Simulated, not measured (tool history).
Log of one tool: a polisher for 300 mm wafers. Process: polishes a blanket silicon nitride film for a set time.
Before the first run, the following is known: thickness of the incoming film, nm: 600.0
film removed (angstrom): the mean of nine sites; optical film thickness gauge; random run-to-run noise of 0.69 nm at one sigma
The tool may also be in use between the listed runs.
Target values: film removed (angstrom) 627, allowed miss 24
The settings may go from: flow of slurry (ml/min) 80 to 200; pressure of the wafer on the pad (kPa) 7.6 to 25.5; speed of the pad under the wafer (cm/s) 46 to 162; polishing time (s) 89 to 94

run,hour,flow of slurry (ml/min),pressure of the wafer on the pad (kPa),speed of the pad under the wafer (cm/s),polishing time (s),film removed (angstrom)
1,0,130,16.5,104,89,1039.9
2,0.7,130,16.5,88,89,900.27
3,5.2,130,15.9,88,89,871.21
4,13.1,130,15.9,88,94,925.59
5,21.8,130,15.9,88,89,880.4
6,28.6,130,15.2,88,89,830.28
7,29.2,130,14.5,88,89,818.44
8,33.6,130,13.8,88,89,788.34
9,40.7,115,9.7,86,89,577.08

Next run, 4 choices. One meets every target within its allowed miss, the rest don't. Which?
A,47.8,85,9,98,93,?
B,47.8,105,16.5,62,93,?
C,47.8,95,13.8,78,94,?
D,47.8,105,12.4,80,89,?

move,film removed (angstrom)
A,575.39
B,674.13
C,689.28
D,630.88
A: neither nearer nor further off than the last run
B: moves the result that the last run missed by most past its target, out the other side
C: moves the result that the last run missed by most past its target, out the other side
D: each result inside its tolerance
Correct choice: D, which meets every target
